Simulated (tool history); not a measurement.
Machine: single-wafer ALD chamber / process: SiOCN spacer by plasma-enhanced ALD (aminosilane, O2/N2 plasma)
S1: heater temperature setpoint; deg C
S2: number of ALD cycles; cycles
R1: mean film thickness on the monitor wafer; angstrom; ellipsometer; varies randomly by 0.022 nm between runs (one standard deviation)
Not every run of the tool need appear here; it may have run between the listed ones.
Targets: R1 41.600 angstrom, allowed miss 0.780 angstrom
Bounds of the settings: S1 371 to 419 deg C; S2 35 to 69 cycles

{"run": 1, "hour": 0.0, "S1": 395, "S2": 52, "R1": 33.26}
{"run": 2, "hour": 4.0, "S1": 395, "S2": 59, "R1": 38.293}
{"run": 3, "hour": 13.0, "S1": 395, "S2": 54, "R1": 34.757}
{"run": 4, "hour": 14.0, "S1": 400, "S2": 54, "R1": 34.278}
{"run": 5, "hour": 17.5, "S1": 411, "S2": 54, "R1": 33.124}
{"run": 6, "hour": 22.2, "S1": 400, "S2": 54, "R1": 34.153}
{"hour": 24.1, "done": "thermocouple changed; heater temperature recalibrated"}
{"run": 7, "hour": 24.1, "S1": 396, "S2": 56, "R1": 35.485}
{"run": 8, "hour": 28.1, "S1": 395, "S2": 58, "R1": 37.087}
{"run": 9, "hour": 31.1, "S1": 393, "S2": 60, "R1": 38.535}
{"run": 10, "hour": 38.9, "S1": 392, "S2": 61, "R1": 38.906}
{"run": 11, "hour": 40.8, "S1": 392, "S2": 62, "R1": 40.0}

Which single option among these 4 for the next run brings every result within its allowed miss of target? Just one does.
{"run": "A", "hour": 42.7, "S1": 404, "S2": 62, "R1": "?"}
{"run": "B", "hour": 42.7, "S1": 392, "S2": 65, "R1": "?"}
{"run": "C", "hour": 42.7, "S1": 394, "S2": 62, "R1": "?"}
{"run": "D", "hour": 42.7, "S1": 389, "S2": 58, "R1": "?"}

move=A R1=39.419
move=B R1=41.691
move=C R1=39.767
move=D R1=37.201
A: moves away from the targets compared with the last run
B: meets every target
C: moves away from the targets compared with the last run
D: moves away from the targets compared with the last run
B meets every target.
